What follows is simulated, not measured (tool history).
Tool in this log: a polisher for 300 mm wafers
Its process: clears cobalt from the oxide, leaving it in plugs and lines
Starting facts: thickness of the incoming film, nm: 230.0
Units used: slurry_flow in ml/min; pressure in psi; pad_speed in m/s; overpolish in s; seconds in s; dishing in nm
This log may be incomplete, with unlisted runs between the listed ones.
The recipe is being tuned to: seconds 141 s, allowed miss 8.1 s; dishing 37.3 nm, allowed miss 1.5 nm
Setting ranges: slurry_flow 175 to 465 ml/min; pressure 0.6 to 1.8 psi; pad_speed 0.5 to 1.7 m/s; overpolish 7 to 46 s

| run | hour | slurry_flow | pressure | pad_speed | overpolish | seconds | dishing |
|---|---|---|---|---|---|---|---|
| 1 | 0 | 295 | 1.2 | 1.1 | 24 | 77.997 | 39.181 |
| 2 | 4.5 | 295 | 1.3 | 1.1 | 24 | 71.8 | 40.487 |
| 3 | 6 | 295 | 1.1 | 1.1 | 24 | 81.664 | 37.817 |
| 4 | 14.9 | 295 | 1 | 1.02 | 28 | 98.977 | 38.255 |
| 5 | 16.3 | 295 | 0.9 | 1 | 30 | 109.13 | 37.29 |
| 6 | 21.4 | 295 | 0.9 | 1.14 | 30 | 95.701 | 40.178 |
| 7 | 23.4 | 295 | 0.8 | 1.1 | 32 | 106.19 | 38.044 |
| 8 | 25.8 | 295 | 0.7 | 1.06 | 34 | 126.29 | 38.007 |
| 9 | 29.4 | 295 | 0.6 | 1.04 | 35 | 141.93 | 35.228 |

5 next moves are on the table. One of them brings every result within its allowed miss. Which?
| A | 33 | 350 | 0.7 | 0.8 | 43 | ? | ? |
| B | 33 | 310 | 0.7 | 0.92 | 46 | ? | ? |
| C | 33 | 295 | 0.6 | 0.9 | 43 | ? | ? |
| D | 33 | 305 | 0.6 | 1.08 | 37 | ? | ? |
| E | 33 | 270 | 0.6 | 1.2 | 27 | ? | ? |

| move | seconds | dishing |
|---|---|---|
| A | 164.37 | 36.809 |
| B | 145.11 | 40.311 |
| C | 167.03 | 36.5 |
| D | 139.63 | 36.913 |
| E | 127.46 | 32.509 |
A: gets the furthest-off result to its target, but another result is out of tolerance
B: takes the biggest miss from the last run beyond its target
C: gets the furthest-off result to its target, but another result is out of tolerance
D: hits every target within its allowed miss
E: lands further from the targets than the last run did
Answer: D
